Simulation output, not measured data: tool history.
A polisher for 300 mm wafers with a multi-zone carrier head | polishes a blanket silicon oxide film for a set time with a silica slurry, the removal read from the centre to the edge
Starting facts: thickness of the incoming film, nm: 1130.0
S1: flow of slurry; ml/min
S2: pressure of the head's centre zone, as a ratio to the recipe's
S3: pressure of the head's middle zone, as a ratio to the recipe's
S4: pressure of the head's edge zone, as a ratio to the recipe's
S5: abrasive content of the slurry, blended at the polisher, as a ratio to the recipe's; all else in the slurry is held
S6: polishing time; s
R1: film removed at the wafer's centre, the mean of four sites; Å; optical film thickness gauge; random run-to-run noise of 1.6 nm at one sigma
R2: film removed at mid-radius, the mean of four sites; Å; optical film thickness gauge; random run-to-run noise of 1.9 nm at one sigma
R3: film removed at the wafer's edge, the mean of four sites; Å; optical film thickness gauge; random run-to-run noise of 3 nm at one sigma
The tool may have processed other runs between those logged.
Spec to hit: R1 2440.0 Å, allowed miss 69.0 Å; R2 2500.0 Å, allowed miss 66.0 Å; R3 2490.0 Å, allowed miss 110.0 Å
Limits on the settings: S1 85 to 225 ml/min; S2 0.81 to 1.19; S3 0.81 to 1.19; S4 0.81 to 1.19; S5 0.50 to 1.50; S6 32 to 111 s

run  hour   S1    S2    S3    S4    S5  S6      R1      R2      R3
  1   0.0  145  1.00  1.00  1.00  1.00  71  2772.8  2851.6  2824.2
  2   7.0  140  1.00  0.99  0.99  1.00  71  2750.4  2780.7  2825.7
  3  11.6  140  0.95  0.99  0.99  1.00  71  2589.7  2788.5  2705.3
  4  14.8  135  0.95  0.99  0.98  1.00  71  2583.8  2777.3  2793.5
  5  23.2  135  0.95  1.03  0.98  1.00  71  2585.9  2836.1  2758.9
  6  29.1  135  0.95  1.10  0.98  1.00  71  2572.0  3000.7  2752.8
  7  34.7  130  0.95  1.09  0.97  1.00  71  2565.9  2927.5  2727.2
  8  40.6  125  0.95  1.08  0.96  1.00  71  2536.1  2868.4  2669.8
  9  49.3  125  0.95  1.08  0.96  1.00  71  2519.8  2914.6  2721.7
 10  51.7   95  0.99  0.98  0.87  0.95  71  2360.2  2420.6  2399.3

Which single option among these 5 for the next run brings every result within its allowed miss of target? Just one does.
  A  54.1  100  0.94  1.02  0.88  1.05  70   ?   ?   ?
  B  54.1   95  0.88  1.00  0.89  1.00  72   ?   ?   ?
  C  54.1  105  1.03  0.98  0.82  0.90  68   ?   ?   ?
  D  54.1   95  0.98  0.95  0.86  0.80  81   ?   ?   ?
  E  54.1  100  1.08  1.06  0.82  0.95  67   ?   ?   ?

move      R1      R2      R3
   A  2340.8  2622.5  2531.6
   B  2161.9  2557.7  2534.9
   C  2377.0  2348.4  2255.9
   D  2455.1  2504.5  2545.2
   E  2470.8  2477.9  2249.4
A: takes the biggest miss from the last run beyond its target
B: meets the target for the result that was furthest off, but another lies outside its allowed miss
C: the biggest miss grows against the last run
D: hits every target within its allowed miss
E: meets the target for the result that was furthest off, but another lies outside its allowed miss
Go with D: it meets all targets.
